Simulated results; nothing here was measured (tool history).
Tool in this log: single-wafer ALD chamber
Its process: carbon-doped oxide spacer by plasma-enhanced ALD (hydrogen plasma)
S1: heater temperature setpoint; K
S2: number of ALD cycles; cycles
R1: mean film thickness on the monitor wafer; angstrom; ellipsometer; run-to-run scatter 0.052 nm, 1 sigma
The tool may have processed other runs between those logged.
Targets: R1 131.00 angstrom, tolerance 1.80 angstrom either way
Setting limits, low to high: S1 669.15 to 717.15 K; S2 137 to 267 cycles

{"run": 1, "hour": 0.0, "S1": 693.15, "S2": 202, "R1": 105.19}
{"run": 2, "hour": 4.8, "S1": 684.15, "S2": 202, "R1": 108.47}
{"run": 3, "hour": 10.3, "S1": 684.15, "S2": 216, "R1": 115.58}
{"run": 4, "hour": 12.1, "S1": 684.15, "S2": 194, "R1": 103.96}
{"hour": 17.2, "done": "thermocouple changed; heater temperature recalibrated"}
{"run": 5, "hour": 17.2, "S1": 678.15, "S2": 194, "R1": 109.01}
{"run": 6, "hour": 24.0, "S1": 686.15, "S2": 194, "R1": 105.19}
{"run": 7, "hour": 25.7, "S1": 674.15, "S2": 226, "R1": 127.32}
{"run": 8, "hour": 30.1, "S1": 673.15, "S2": 227, "R1": 127.91}
{"run": 9, "hour": 36.4, "S1": 673.15, "S2": 227, "R1": 127.56}
{"run": 10, "hour": 37.4, "S1": 672.15, "S2": 228, "R1": 128.04}
{"run": 11, "hour": 43.7, "S1": 671.15, "S2": 229, "R1": 128.75}

Consider the 5 candidate settings below. Which is the only one whose results all fall within their allowed miss of target?
{"run": "A", "hour": 50.0, "S1": 669.15, "S2": 220, "R1": "?"}
{"run": "B", "hour": 50.0, "S1": 673.15, "S2": 222, "R1": "?"}
{"run": "C", "hour": 50.0, "S1": 674.15, "S2": 232, "R1": "?"}
{"run": "D", "hour": 50.0, "S1": 674.15, "S2": 240, "R1": "?"}
{"run": "E", "hour": 50.0, "S1": 670.15, "S2": 243, "R1": "?"}

move=A R1=123.51
move=B R1=124.63
move=C R1=130.25
move=D R1=134.74
move=E R1=136.42
A: moves away from the targets compared with the last run
B: moves away from the targets compared with the last run
C: all results land within tolerance of their targets
D: takes the result that was furthest off past its target
E: takes the result that was furthest off past its target
Answer: C

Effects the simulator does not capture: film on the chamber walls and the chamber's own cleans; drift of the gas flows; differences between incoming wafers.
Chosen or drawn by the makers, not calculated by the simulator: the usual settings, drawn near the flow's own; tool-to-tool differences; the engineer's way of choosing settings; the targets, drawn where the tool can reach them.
